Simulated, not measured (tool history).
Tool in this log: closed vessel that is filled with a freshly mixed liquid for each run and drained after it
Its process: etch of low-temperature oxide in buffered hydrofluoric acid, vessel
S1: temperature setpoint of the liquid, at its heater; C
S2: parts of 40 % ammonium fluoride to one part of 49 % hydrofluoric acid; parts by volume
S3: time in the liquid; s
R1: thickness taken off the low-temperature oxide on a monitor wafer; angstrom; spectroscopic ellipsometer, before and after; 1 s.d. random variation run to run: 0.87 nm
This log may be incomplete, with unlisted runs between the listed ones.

| run | hour | S1 | S2 | S3 | R1 |
|---|---|---|---|---|---|
| 1 | 0.0 | 24.0 | 22.5 | 90 | 1538.6 |
| 2 | 0.8 | 22.5 | 22.5 | 90 | 1423.9 |
| 3 | 1.4 | 21.5 | 22.5 | 90 | 1351.9 |
| 4 | 7.8 | 21.5 | 22.5 | 100 | 1495.4 |
| 5 | 14.6 | 20.5 | 22.5 | 100 | 1419.3 |
| 6 | 16.6 | 19.5 | 22.5 | 100 | 1324.4 |

For run 7, what comes out?
|  | 23.3 | thermometer replaced |
| 7 | 23.3 | 19.0 | 22.5 | 100 | ? |

{"run 7": {"R1": 1443.5}}
